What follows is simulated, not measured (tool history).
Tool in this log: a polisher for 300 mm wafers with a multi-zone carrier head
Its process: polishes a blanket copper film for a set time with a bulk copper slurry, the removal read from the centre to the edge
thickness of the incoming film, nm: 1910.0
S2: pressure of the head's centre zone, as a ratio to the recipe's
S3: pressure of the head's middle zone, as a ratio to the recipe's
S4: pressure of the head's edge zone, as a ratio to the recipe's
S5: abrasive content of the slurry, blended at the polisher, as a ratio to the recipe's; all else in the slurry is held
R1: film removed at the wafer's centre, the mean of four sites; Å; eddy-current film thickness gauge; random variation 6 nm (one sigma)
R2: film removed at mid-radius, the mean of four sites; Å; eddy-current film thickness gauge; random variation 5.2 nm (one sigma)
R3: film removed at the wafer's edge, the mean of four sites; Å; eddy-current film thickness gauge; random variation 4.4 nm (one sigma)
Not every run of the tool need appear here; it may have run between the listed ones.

Run 1, day 0: flow of slurry (ml/min) 285, S2 1, S3 1, S4 1, S5 1, polishing time (s) 49. Result: R1 5983.3 Å, R2 5879.6 Å, R3 5862 Å.
Run 2, day 0.2: flow of slurry (ml/min) 285, S2 1, S3 1, S4 0.96, S5 1, polishing time (s) 49. Result: R1 6134.7 Å, R2 5834.8 Å, R3 5868.6 Å.
Run 3, day 0.458: flow of slurry (ml/min) 285, S2 1, S3 1, S4 0.91, S5 1, polishing time (s) 49. Result: R1 5986.6 Å, R2 5788.3 Å, R3 5623 Å.
Run 4, day 0.7: flow of slurry (ml/min) 285, S2 1, S3 1, S4 0.91, S5 1.1, polishing time (s) 49. Result: R1 6040.6 Å, R2 5935.4 Å, R3 5735.7 Å.
Run 5, day 0.729: flow of slurry (ml/min) 285, S2 0.94, S3 1, S4 0.91, S5 1.1, polishing time (s) 49. Result: R1 5796.3 Å, R2 5945.9 Å, R3 5710.9 Å.
Run 6, day 0.758: flow of slurry (ml/min) 285, S2 0.94, S3 1, S4 0.85, S5 1.1, polishing time (s) 49. Result: R1 5643.3 Å, R2 5863.7 Å, R3 5730.8 Å.

Run 7 has not been measured yet. What should we expect?
Run 7, day 1.038: flow of slurry (ml/min) 290, S2 1.04, S3 0.91, S4 0.89, S5 0.85, polishing time (s) 37. Result: R1 ?, R2 ?, R3 ?.

R1: 4427.3 Å
R2: 3935.5 Å
R3: 4072.9 Å
